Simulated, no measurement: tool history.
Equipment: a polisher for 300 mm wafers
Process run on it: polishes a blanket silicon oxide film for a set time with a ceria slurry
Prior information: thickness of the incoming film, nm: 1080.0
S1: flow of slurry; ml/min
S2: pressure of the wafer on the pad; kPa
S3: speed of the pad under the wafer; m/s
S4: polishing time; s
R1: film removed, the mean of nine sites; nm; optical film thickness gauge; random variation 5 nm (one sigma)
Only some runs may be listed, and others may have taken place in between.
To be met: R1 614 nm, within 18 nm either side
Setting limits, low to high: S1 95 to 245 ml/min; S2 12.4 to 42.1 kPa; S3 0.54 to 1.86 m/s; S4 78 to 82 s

Run 1, hour 0: S1 155 ml/min, S2 26.9 kPa, S3 1.18 m/s, S4 78 s. Result: R1 435.56 nm.
Run 2, hour 1.2: S1 160 ml/min, S2 29 kPa, S3 1.18 m/s, S4 78 s. Result: R1 455.9 nm.
Run 3, hour 6.8: S1 160 ml/min, S2 31 kPa, S3 1.18 m/s, S4 78 s. Result: R1 491.89 nm.
Run 4, hour 11.6: S1 160 ml/min, S2 31 kPa, S3 0.98 m/s, S4 78 s. Result: R1 413.1 nm.
Run 5, hour 15.6: S1 160 ml/min, S2 33.8 kPa, S3 0.98 m/s, S4 78 s. Result: R1 433.87 nm.
Run 6, hour 21.6: S1 160 ml/min, S2 33.8 kPa, S3 0.98 m/s, S4 82 s. Result: R1 454.62 nm.
Run 7, hour 24.8: S1 165 ml/min, S2 35.9 kPa, S3 1 m/s, S4 82 s. Result: R1 490.88 nm.
Run 8, hour 30.8: S1 165 ml/min, S2 37.2 kPa, S3 1.02 m/s, S4 82 s. Result: R1 501.26 nm.
Run 9, hour 35: S1 165 ml/min, S2 38.6 kPa, S3 1.06 m/s, S4 82 s. Result: R1 539.14 nm.
Run 10, hour 42.9: S1 170 ml/min, S2 39.3 kPa, S3 1.08 m/s, S4 82 s. Result: R1 555.29 nm.
Run 11, hour 48.5: S1 175 ml/min, S2 42.1 kPa, S3 1.08 m/s, S4 82 s. Result: R1 593.04 nm.

4 candidate next runs follow, results not yet known. Just one meets every target within its allowed miss. Identify it.
Run A, hour 54.1: S1 235 ml/min, S2 39.3 kPa, S3 1.2 m/s, S4 78 s. Result: R1 ?.
Run B, hour 54.1: S1 190 ml/min, S2 37.9 kPa, S3 1.18 m/s, S4 78 s. Result: R1 ?.
Run C, hour 54.1: S1 195 ml/min, S2 41.4 kPa, S3 1.04 m/s, S4 82 s. Result: R1 ?.
Run D, hour 54.1: S1 190 ml/min, S2 42.1 kPa, S3 1.02 m/s, S4 82 s. Result: R1 ?.

move      R1
   A  617.44
   B   577.6
   C  575.39
   D  570.08
A: all results in spec
B: the biggest miss grows against the last run
C: the biggest miss grows against the last run
D: the biggest miss grows against the last run
Go with A: it meets all targets.
